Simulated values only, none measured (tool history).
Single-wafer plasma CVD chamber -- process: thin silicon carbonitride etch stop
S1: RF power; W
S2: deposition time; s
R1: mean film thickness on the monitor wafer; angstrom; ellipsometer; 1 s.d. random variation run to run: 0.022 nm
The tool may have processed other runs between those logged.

{"run": 1, "hour": 0.0, "S1": 255, "S2": 7.51, "R1": 47.022}
{"run": 2, "hour": 7.3, "S1": 235, "S2": 7.51, "R1": 45.539}
{"run": 3, "hour": 8.2, "S1": 235, "S2": 6.74, "R1": 40.934}
{"run": 4, "hour": 12.8, "S1": 255, "S2": 7.18, "R1": 45.033}
{"run": 5, "hour": 13.6, "S1": 270, "S2": 7.46, "R1": 48.165}
{"run": 6, "hour": 15.7, "S1": 285, "S2": 7.62, "R1": 50.167}
{"run": 7, "hour": 23.7, "S1": 295, "S2": 7.77, "R1": 51.514}
{"run": 8, "hour": 32.1, "S1": 300, "S2": 7.91, "R1": 53.168}

Predict the results of run 9:
{"run": 9, "hour": 35.1, "S1": 305, "S2": 8.0, "R1": "?"}

R1: 54.270 angstrom

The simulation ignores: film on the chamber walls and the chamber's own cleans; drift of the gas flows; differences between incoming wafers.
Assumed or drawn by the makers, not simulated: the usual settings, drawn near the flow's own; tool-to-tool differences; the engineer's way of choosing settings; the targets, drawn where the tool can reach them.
